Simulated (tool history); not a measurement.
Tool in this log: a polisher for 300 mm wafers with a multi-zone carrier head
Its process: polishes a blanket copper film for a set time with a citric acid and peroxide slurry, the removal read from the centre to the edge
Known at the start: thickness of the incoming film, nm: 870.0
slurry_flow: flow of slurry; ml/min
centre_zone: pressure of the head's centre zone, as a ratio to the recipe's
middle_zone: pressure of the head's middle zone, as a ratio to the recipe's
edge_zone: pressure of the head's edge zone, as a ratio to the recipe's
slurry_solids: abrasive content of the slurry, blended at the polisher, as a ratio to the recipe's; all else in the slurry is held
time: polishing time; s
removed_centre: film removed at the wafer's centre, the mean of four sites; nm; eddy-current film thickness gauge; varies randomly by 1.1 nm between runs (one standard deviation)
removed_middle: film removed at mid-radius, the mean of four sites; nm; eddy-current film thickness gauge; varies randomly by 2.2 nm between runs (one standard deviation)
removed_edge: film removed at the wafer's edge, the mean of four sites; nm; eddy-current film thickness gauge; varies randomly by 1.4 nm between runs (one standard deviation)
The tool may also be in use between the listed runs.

run  hour  slurry_flow  centre_zone  middle_zone  edge_zone  slurry_solids  time  removed_centre  removed_middle  removed_edge
  1     0          180            1            1          1              1    74          182.19           175.5        182.36
  2   7.7          180            1            1          1            0.8    74          174.99          163.32        171.47
  3   9.6          170         0.96         1.01       0.97           0.75    74          160.83          165.07        163.33
  4  11.9          170         0.96         1.01       0.89           0.75    74          157.55          163.75        156.53
  5    15          160         0.94         0.99       0.88            0.7    74          149.33          148.89        153.01
  6    23          160         0.94         0.95       0.88            0.7    74             152          148.08         154.2

What does the tool deliver on the next run?
  7  24.1          155         0.93         0.96       0.86            0.7    74               ?               ?             ?

removed_centre: 150.18 nm
removed_middle: 151.4 nm
removed_edge: 153.41 nm
